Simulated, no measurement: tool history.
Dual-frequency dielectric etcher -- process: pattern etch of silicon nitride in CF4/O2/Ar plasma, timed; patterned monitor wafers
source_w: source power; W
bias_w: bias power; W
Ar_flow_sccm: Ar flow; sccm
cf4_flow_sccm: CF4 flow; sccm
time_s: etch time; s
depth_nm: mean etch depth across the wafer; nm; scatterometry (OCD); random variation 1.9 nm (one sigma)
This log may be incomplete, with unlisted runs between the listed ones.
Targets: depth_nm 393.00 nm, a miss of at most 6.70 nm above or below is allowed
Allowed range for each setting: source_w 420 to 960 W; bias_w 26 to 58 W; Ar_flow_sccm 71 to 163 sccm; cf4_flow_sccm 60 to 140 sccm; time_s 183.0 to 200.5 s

run 1 hour=0.0 | source_w=690 bias_w=42 Ar_flow_sccm=117 cf4_flow_sccm=100 time_s=200.5 | depth_nm=524.85
run 2 hour=7.7 | source_w=690 bias_w=42 Ar_flow_sccm=117 cf4_flow_sccm=83 time_s=200.5 | depth_nm=513.24
run 3 hour=14.8 | source_w=690 bias_w=42 Ar_flow_sccm=117 cf4_flow_sccm=83 time_s=200.5 | depth_nm=514.50
run 4 hour=22.1 | source_w=650 bias_w=42 Ar_flow_sccm=117 cf4_flow_sccm=83 time_s=200.5 | depth_nm=484.75
run 5 hour=24.5 | source_w=650 bias_w=36 Ar_flow_sccm=117 cf4_flow_sccm=83 time_s=200.5 | depth_nm=460.11
run 6 hour=26.7 | source_w=630 bias_w=36 Ar_flow_sccm=117 cf4_flow_sccm=83 time_s=200.5 | depth_nm=450.30
run 7 hour=31.0 | source_w=610 bias_w=36 Ar_flow_sccm=117 cf4_flow_sccm=83 time_s=200.5 | depth_nm=434.25
run 8 hour=37.3 | source_w=600 bias_w=36 Ar_flow_sccm=117 cf4_flow_sccm=83 time_s=200.5 | depth_nm=431.85
run 9 hour=44.9 | source_w=590 bias_w=36 Ar_flow_sccm=117 cf4_flow_sccm=83 time_s=200.5 | depth_nm=426.13
run 10 hour=46.8 | source_w=580 bias_w=36 Ar_flow_sccm=117 cf4_flow_sccm=83 time_s=200.5 | depth_nm=423.34
run 11 hour=54.1 | source_w=570 bias_w=36 Ar_flow_sccm=117 cf4_flow_sccm=83 time_s=200.5 | depth_nm=414.06
run 12 hour=57.8 | source_w=560 bias_w=36 Ar_flow_sccm=117 cf4_flow_sccm=83 time_s=200.5 | depth_nm=410.98
run 13 hour=64.1 | source_w=550 bias_w=36 Ar_flow_sccm=117 cf4_flow_sccm=83 time_s=200.5 | depth_nm=405.50

Which of these 5 next moves meets every target?
run A hour=70.4 | source_w=610 bias_w=35 Ar_flow_sccm=115 cf4_flow_sccm=79 time_s=200.5 | depth_nm=?
run B hour=70.4 | source_w=600 bias_w=36 Ar_flow_sccm=132 cf4_flow_sccm=73 time_s=198.0 | depth_nm=?
run C hour=70.4 | source_w=600 bias_w=36 Ar_flow_sccm=137 cf4_flow_sccm=62 time_s=186.0 | depth_nm=?
run D hour=70.4 | source_w=580 bias_w=38 Ar_flow_sccm=117 cf4_flow_sccm=84 time_s=200.5 | depth_nm=?
run E hour=70.4 | source_w=500 bias_w=43 Ar_flow_sccm=126 cf4_flow_sccm=75 time_s=200.5 | depth_nm=?

move=A depth_nm=427.03
move=B depth_nm=406.72
move=C depth_nm=370.20
move=D depth_nm=426.64
move=E depth_nm=389.75
A: further off than the last run
B: further off than the last run
C: pushes the last run's worst result past its target
D: further off than the last run
E: all results land within tolerance of their targets
Go with E: it meets all targets.
